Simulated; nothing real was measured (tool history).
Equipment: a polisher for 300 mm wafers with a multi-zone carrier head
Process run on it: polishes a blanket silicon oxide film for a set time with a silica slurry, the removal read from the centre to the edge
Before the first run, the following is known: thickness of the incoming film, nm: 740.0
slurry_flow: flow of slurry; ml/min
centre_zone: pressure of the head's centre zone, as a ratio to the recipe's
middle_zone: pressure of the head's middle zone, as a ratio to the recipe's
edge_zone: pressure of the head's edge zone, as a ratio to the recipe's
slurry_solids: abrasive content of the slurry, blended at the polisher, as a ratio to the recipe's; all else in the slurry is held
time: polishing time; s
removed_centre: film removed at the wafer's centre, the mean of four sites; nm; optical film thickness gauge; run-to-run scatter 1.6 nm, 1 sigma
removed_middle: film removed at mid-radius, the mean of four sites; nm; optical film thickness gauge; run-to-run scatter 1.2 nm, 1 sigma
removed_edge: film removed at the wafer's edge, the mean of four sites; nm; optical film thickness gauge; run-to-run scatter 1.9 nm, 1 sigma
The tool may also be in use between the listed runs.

run 1 day=0.000 | slurry_flow=240 centre_zone=1.00 middle_zone=1.00 edge_zone=1.00 slurry_solids=1.00 time=79 | removed_centre=225.05 removed_middle=228.27 removed_edge=218.76
run 2 day=0.042 | slurry_flow=240 centre_zone=1.00 middle_zone=1.00 edge_zone=1.06 slurry_solids=1.00 time=79 | removed_centre=228.78 removed_middle=232.16 removed_edge=225.92
run 3 day=0.104 | slurry_flow=240 centre_zone=1.00 middle_zone=0.94 edge_zone=1.06 slurry_solids=1.00 time=79 | removed_centre=222.43 removed_middle=219.76 removed_edge=226.82
run 4 day=0.325 | slurry_flow=240 centre_zone=1.00 middle_zone=0.89 edge_zone=1.06 slurry_solids=1.00 time=79 | removed_centre=226.04 removed_middle=207.85 removed_edge=228.64
run 5 day=0.642 | slurry_flow=240 centre_zone=1.00 middle_zone=0.89 edge_zone=1.06 slurry_solids=1.15 time=79 | removed_centre=238.49 removed_middle=224.07 removed_edge=240.17
run 6 day=0.717 | slurry_flow=240 centre_zone=1.00 middle_zone=0.89 edge_zone=1.06 slurry_solids=1.15 time=71 | removed_centre=222.68 removed_middle=200.86 removed_edge=218.84
run 7 day=0.946 | slurry_flow=235 centre_zone=0.98 middle_zone=0.91 edge_zone=1.03 slurry_solids=1.05 time=71 | removed_centre=205.53 removed_middle=195.86 removed_edge=205.49
run 8 day=1.142 | slurry_flow=230 centre_zone=0.96 middle_zone=0.92 edge_zone=1.01 slurry_solids=1.00 time=71 | removed_centre=192.64 removed_middle=191.72 removed_edge=193.99
run 9 day=1.467 | slurry_flow=225 centre_zone=0.94 middle_zone=0.91 edge_zone=0.99 slurry_solids=1.00 time=71 | removed_centre=188.44 removed_middle=188.49 removed_edge=195.09
run 10 day=1.671 | slurry_flow=225 centre_zone=0.93 middle_zone=0.92 edge_zone=0.97 slurry_solids=0.95 time=71 | removed_centre=181.83 removed_middle=185.37 removed_edge=186.34
run 11 day=1.746 | slurry_flow=220 centre_zone=0.92 middle_zone=0.92 edge_zone=0.95 slurry_solids=0.90 time=71 | removed_centre=180.35 removed_middle=179.20 removed_edge=181.83
run 12 day=2.042 | slurry_flow=220 centre_zone=0.91 middle_zone=0.93 edge_zone=0.94 slurry_solids=0.85 time=71 | removed_centre=171.68 removed_middle=174.03 removed_edge=177.05
run 13 day=2.192 | slurry_flow=220 centre_zone=0.90 middle_zone=0.94 edge_zone=0.92 slurry_solids=0.85 time=71 | removed_centre=167.67 removed_middle=175.32 removed_edge=176.61
run 14 day=2.471 | slurry_flow=215 centre_zone=0.90 middle_zone=0.95 edge_zone=0.91 slurry_solids=0.80 time=71 | removed_centre=160.50 removed_middle=174.99 removed_edge=167.36

Estimate the outcome of run 15 from the log above:
run 15 day=2.571 | slurry_flow=215 centre_zone=0.90 middle_zone=0.95 edge_zone=0.91 slurry_solids=0.80 time=71 | removed_centre=? removed_middle=? removed_edge=?

{"run 15": {"removed_centre": 160.27, "removed_middle": 174.74, "removed_edge": 166.85}}

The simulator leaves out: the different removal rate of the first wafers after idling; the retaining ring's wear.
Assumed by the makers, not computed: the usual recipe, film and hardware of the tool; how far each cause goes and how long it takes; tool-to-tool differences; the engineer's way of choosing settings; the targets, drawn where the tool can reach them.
